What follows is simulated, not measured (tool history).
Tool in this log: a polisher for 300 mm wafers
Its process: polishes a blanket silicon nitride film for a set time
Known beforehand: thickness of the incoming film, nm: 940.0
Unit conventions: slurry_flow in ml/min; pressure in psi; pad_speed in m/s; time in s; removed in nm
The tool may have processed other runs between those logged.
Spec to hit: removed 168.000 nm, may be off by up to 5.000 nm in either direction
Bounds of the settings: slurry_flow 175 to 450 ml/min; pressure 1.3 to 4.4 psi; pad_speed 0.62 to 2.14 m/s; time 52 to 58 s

run,day,slurry_flow,pressure,pad_speed,time,removed
1,0.000,290,2.8,1.38,58,113.320
2,0.050,335,2.8,1.38,58,114.280
3,0.200,335,2.1,1.38,58,87.279
4,0.292,335,2.3,1.38,58,96.919
5,0.508,365,2.3,1.38,58,95.551
6,0.583,365,2.3,1.38,52,85.878
7,0.883,365,2.5,1.38,52,93.899
8,1.104,370,3.3,1.40,52,124.710
9,1.292,370,4.1,1.42,52,153.790
10,1.492,370,4.3,1.42,52,159.550

Consider the 5 candidate settings below. Which is the only one whose results all fall within their allowed miss of target?
A,1.692,375,4.3,1.28,54,?
B,1.692,360,4.4,1.24,58,?
C,1.692,370,4.3,1.34,53,?
D,1.692,400,4.3,1.24,53,?
E,1.692,340,4.0,1.46,54,?

move,removed
A,154.720
B,165.760
C,156.630
D,149.220
E,156.900
A: lands further from the targets than the last run did
B: meets every target
C: lands further from the targets than the last run did
D: lands further from the targets than the last run did
E: lands further from the targets than the last run did
B is the move that brings every result within its allowed miss.
